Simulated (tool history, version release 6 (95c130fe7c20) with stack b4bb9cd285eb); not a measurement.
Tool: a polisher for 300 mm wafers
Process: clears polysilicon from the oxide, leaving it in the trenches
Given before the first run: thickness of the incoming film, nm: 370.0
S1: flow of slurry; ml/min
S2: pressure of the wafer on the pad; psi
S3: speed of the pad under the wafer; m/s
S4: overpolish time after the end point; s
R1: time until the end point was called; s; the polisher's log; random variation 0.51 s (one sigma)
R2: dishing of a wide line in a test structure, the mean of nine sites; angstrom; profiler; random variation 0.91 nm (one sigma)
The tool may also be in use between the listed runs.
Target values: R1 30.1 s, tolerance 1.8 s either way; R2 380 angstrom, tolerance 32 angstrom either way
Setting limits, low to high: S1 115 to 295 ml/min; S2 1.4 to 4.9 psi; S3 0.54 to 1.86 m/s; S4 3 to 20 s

Run 1, hour 0: S1 190 ml/min, S2 3.1 psi, S3 1.18 m/s, S4 10 s. Result: R1 22.714 s, R2 636.61 angstrom.
Run 2, hour 7.6: S1 190 ml/min, S2 2.8 psi, S3 1.16 m/s, S4 8 s. Result: R1 26.441 s, R2 592.03 angstrom.
Run 3, hour 9.4: S1 190 ml/min, S2 3.1 psi, S3 1.16 m/s, S4 8 s. Result: R1 23.722 s, R2 590.97 angstrom.
Run 4, hour 16.1: S1 190 ml/min, S2 3.1 psi, S3 1.16 m/s, S4 12 s. Result: R1 23.606 s, R2 683.25 angstrom.
Run 5, hour 21.5: S1 190 ml/min, S2 3.9 psi, S3 1.16 m/s, S4 12 s. Result: R1 19.026 s, R2 681.61 angstrom.
Run 6, hour 29.7: S1 165 ml/min, S2 4.1 psi, S3 0.96 m/s, S4 9 s. Result: R1 21.931 s, R2 671.55 angstrom.
Run 7, hour 37.4: S1 205 ml/min, S2 3.2 psi, S3 1.08 m/s, S4 7 s. Result: R1 23.556 s, R2 578.83 angstrom.
Run 8, hour 44.5: S1 235 ml/min, S2 2.6 psi, S3 1.12 m/s, S4 6 s. Result: R1 27.83 s, R2 513.19 angstrom.
Run 9, hour 49.1: S1 255 ml/min, S2 2.4 psi, S3 1.16 m/s, S4 5 s. Result: R1 28.702 s, R2 443.19 angstrom.
Run 10, hour 57.9: S1 280 ml/min, S2 2.2 psi, S3 1.18 m/s, S4 3 s. Result: R1 30.598 s, R2 301.06 angstrom.
At hour 63.4: head pressure recalibrated.
Run 11, hour 63.4: S1 270 ml/min, S2 2.2 psi, S3 1.18 m/s, S4 3 s. Result: R1 33.232 s, R2 282.77 angstrom.
Run 12, hour 64: S1 270 ml/min, S2 2.3 psi, S3 1.14 m/s, S4 3 s. Result: R1 32.735 s, R2 295.26 angstrom.

Pick the move, out of 4, that brings all results within their allowed miss; only one does.
Run A, hour 64.6: S1 285 ml/min, S2 2.5 psi, S3 1.16 m/s, S4 4 s. Result: R1 ?, R2 ?.
Run B, hour 64.6: S1 240 ml/min, S2 2.4 psi, S3 1.22 m/s, S4 5 s. Result: R1 ?, R2 ?.
Run C, hour 64.6: S1 200 ml/min, S2 2.2 psi, S3 1.12 m/s, S4 4 s. Result: R1 ?, R2 ?.
Run D, hour 64.6: S1 295 ml/min, S2 2.4 psi, S3 1.04 m/s, S4 6 s. Result: R1 ?, R2 ?.

move      R1      R2
   A  29.731  382.24
   B   29.99  437.12
   C  36.269  333.52
   D  34.257  449.87
A: meets every target
B: carries the result that was furthest off beyond its target, to the other side
C: the biggest miss grows against the last run
D: carries the result that was furthest off beyond its target, to the other side
Go with A: it meets all targets.
